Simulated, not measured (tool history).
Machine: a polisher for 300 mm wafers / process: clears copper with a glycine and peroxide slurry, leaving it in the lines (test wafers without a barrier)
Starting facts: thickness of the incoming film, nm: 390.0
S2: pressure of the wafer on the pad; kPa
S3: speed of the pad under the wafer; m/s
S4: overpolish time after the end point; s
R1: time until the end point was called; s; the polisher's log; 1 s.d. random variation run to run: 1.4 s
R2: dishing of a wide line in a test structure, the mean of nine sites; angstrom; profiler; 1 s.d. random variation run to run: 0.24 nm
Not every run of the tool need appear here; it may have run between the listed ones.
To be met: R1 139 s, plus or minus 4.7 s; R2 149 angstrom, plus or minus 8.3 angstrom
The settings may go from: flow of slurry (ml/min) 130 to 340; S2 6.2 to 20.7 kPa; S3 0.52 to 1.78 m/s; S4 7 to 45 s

run 1 hour=0 | flow_of_slurry_(ml/min)=220 S2=13.1 S3=1.14 S4=23 | R1=107.75 R2=534.91
run 2 hour=4.5 | flow_of_slurry_(ml/min)=200 S2=11.7 S3=1.18 S4=20 | R1=116.96 R2=436.97
run 3 hour=5.4 | flow_of_slurry_(ml/min)=185 S2=10.3 S3=1.24 S4=17 | R1=128.18 R2=369.87
run 4 hour=10.9 | flow_of_slurry_(ml/min)=180 S2=9.7 S3=1.28 S4=15 | R1=132.5 R2=301.53
run 5 hour=17.4 | flow_of_slurry_(ml/min)=205 S2=9.7 S3=1.28 S4=15 | R1=130.61 R2=313.02
run 6 hour=26.3 | flow_of_slurry_(ml/min)=205 S2=9.7 S3=1.02 S4=15 | R1=147.4 R2=281.24
run 7 hour=29.4 | flow_of_slurry_(ml/min)=235 S2=9 S3=1.08 S4=13 | R1=149 R2=254
run 8 hour=33.1 | flow_of_slurry_(ml/min)=255 S2=8.3 S3=1.14 S4=12 | R1=150.12 R2=228.48
run 9 hour=34.7 | flow_of_slurry_(ml/min)=275 S2=7.6 S3=1.2 S4=11 | R1=156.69 R2=203.6
run 10 hour=40.4 | flow_of_slurry_(ml/min)=290 S2=7.6 S3=1.3 S4=10 | R1=150.25 R2=193.81

Consider the 5 candidate settings below. Which is the only one whose results all fall within their allowed miss of target?
run A hour=46.1 | flow_of_slurry_(ml/min)=245 S2=8.3 S3=1.32 S4=7 | R1=? R2=?
run B hour=46.1 | flow_of_slurry_(ml/min)=290 S2=8.3 S3=1.28 S4=8 | R1=? R2=?
run C hour=46.1 | flow_of_slurry_(ml/min)=225 S2=7.6 S3=1.3 S4=7 | R1=? R2=?
run D hour=46.1 | flow_of_slurry_(ml/min)=305 S2=10.3 S3=1.08 S4=14 | R1=? R2=?
run E hour=46.1 | flow_of_slurry_(ml/min)=295 S2=9 S3=1.24 S4=13 | R1=? R2=?

move=A R1=139.62 R2=146.65
move=B R1=139.35 R2=166.53
move=C R1=151.26 R2=135.81
move=D R1=128.69 R2=300.58
move=E R1=133.51 R2=270.42
A: all results land within tolerance of their targets
B: nearer than the last run, and not there yet
C: pushes the last run's worst result past its target
D: the biggest miss grows against the last run
E: the biggest miss grows against the last run
A meets every target.
